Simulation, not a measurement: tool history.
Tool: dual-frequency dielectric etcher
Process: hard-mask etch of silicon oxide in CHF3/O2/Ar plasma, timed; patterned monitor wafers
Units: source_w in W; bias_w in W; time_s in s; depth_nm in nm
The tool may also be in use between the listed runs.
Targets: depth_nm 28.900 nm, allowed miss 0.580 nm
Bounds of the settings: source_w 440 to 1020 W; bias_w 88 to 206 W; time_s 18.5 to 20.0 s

run	day	source_w	bias_w	time_s	depth_nm
1	0.000	730	147	20.0	38.654
2	0.288	840	147	20.0	40.764
3	0.646	840	135	20.0	40.261
4	0.671	730	122	19.5	36.166
5	0.754	650	122	19.5	34.096
6	0.975	600	117	19.5	32.518
7	1.038	560	114	19.5	31.640
8	1.246	530	112	19.5	30.928
9	1.504	510	110	19.5	30.034
10	1.779	450	108	19.5	28.229
11	2.079	450	108	19.5	28.331
12	2.279	490	110	19.5	29.549

5 next moves are on the table. One of them brings every result within its allowed miss. Which?
A	2.479	490	107	20.0	?
B	2.479	540	117	19.0	?
C	2.479	480	91	20.0	?
D	2.479	580	111	19.0	?
E	2.479	540	125	19.0	?

move	depth_nm
A	29.975
B	30.299
C	28.857
D	31.007
E	30.688
A: further off than the last run
B: further off than the last run
C: meets every target
D: further off than the last run
E: further off than the last run
Move C is the one to make.
